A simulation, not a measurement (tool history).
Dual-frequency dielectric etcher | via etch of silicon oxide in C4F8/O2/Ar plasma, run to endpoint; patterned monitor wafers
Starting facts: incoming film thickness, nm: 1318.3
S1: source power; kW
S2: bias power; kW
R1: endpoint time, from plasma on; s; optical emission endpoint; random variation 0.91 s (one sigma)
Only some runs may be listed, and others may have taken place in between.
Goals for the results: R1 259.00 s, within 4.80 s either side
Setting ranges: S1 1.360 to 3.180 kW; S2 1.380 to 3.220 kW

{"run": 1, "hour": 0.0, "S1": 2.27, "S2": 2.3, "R1": 222.52}
{"run": 2, "hour": 3.0, "S1": 2.03, "S2": 2.3, "R1": 237.86}
{"run": 3, "hour": 7.1, "S1": 2.03, "S2": 2.708, "R1": 227.58}
{"run": 4, "hour": 14.2, "S1": 1.74, "S2": 2.708, "R1": 250.17}
{"run": 5, "hour": 19.0, "S1": 1.71, "S2": 2.704, "R1": 253.98}
{"run": 6, "hour": 22.0, "S1": 2.05, "S2": 2.704, "R1": 225.79}
{"run": 7, "hour": 28.8, "S1": 1.94, "S2": 2.692, "R1": 233.6}
{"run": 8, "hour": 36.2, "S1": 1.85, "S2": 2.683, "R1": 241.18}
{"run": 9, "hour": 42.7, "S1": 1.79, "S2": 2.676, "R1": 247.36}
{"run": 10, "hour": 48.7, "S1": 1.75, "S2": 2.672, "R1": 249.13}
{"run": 11, "hour": 51.4, "S1": 1.72, "S2": 2.668, "R1": 251.16}

4 next moves are on the table. One of them brings every result within its allowed miss. Which?
{"run": "A", "hour": 54.1, "S1": 1.58, "S2": 2.517, "R1": "?"}
{"run": "B", "hour": 54.1, "S1": 1.84, "S2": 2.574, "R1": "?"}
{"run": "C", "hour": 54.1, "S1": 1.6, "S2": 2.405, "R1": "?"}
{"run": "D", "hour": 54.1, "S1": 1.61, "S2": 2.972, "R1": "?"}

move=A R1=270.55
move=B R1=242.67
move=C R1=271.54
move=D R1=254.69
A: carries the result that was furthest off beyond its target, to the other side
B: the biggest miss grows against the last run
C: carries the result that was furthest off beyond its target, to the other side
D: all results land within tolerance of their targets
So the answer is move D, the one that meets all the targets.
